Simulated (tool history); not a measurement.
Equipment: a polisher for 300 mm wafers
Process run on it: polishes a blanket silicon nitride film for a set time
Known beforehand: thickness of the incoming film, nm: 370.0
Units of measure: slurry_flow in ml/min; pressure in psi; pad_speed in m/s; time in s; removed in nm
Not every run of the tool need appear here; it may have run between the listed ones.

run,hour,slurry_flow,pressure,pad_speed,time,removed
1,0.0,220,4.2,1.10,45,89.287
2,1.4,220,4.2,1.10,45,87.384
3,7.3,220,4.2,0.94,45,79.495
4,14.5,220,3.7,0.94,45,67.824
5,20.2,220,3.4,0.94,45,63.314
6,24.0,220,3.2,0.94,45,60.044
7,32.1,220,3.0,0.94,45,56.275
8,32.8,220,2.9,0.94,45,54.257

Estimate the outcome of run 9 from the log above:
9,36.3,220,2.8,0.94,45,?

{"run 9": {"removed": 51.915}}

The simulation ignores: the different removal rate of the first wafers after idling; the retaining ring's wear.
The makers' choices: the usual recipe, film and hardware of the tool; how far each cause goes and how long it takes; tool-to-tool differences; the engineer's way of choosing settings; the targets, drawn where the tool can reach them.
